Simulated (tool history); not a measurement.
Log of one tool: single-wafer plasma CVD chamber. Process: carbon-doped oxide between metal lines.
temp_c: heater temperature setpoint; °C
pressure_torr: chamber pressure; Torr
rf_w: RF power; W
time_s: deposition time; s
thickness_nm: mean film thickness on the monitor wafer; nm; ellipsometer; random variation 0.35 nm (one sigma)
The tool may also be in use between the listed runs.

Run 1, hour 0: temp_c 360 °C, pressure_torr 4.17 Torr, rf_w 620 W, time_s 13.9 s. Result: thickness_nm 77.131 nm.
Run 2, hour 4.1: temp_c 360 °C, pressure_torr 4.17 Torr, rf_w 550 W, time_s 13.9 s. Result: thickness_nm 72.196 nm.
Run 3, hour 9.9: temp_c 353 °C, pressure_torr 4.17 Torr, rf_w 550 W, time_s 13.9 s. Result: thickness_nm 74.229 nm.
Run 4, hour 10.7: temp_c 357 °C, pressure_torr 4.02 Torr, rf_w 545 W, time_s 13.9 s. Result: thickness_nm 71.768 nm.
Run 5, hour 14.1: temp_c 359 °C, pressure_torr 3.92 Torr, rf_w 545 W, time_s 13.9 s. Result: thickness_nm 71.564 nm.
Run 6, hour 21.4: temp_c 367 °C, pressure_torr 3.92 Torr, rf_w 545 W, time_s 13.9 s. Result: thickness_nm 69.437 nm.

Forecast run 7:
Run 7, hour 30.1: temp_c 368 °C, pressure_torr 3.86 Torr, rf_w 545 W, time_s 13.9 s. Result: thickness_nm ?.

Run 7 gave thickness_nm 70 nm.

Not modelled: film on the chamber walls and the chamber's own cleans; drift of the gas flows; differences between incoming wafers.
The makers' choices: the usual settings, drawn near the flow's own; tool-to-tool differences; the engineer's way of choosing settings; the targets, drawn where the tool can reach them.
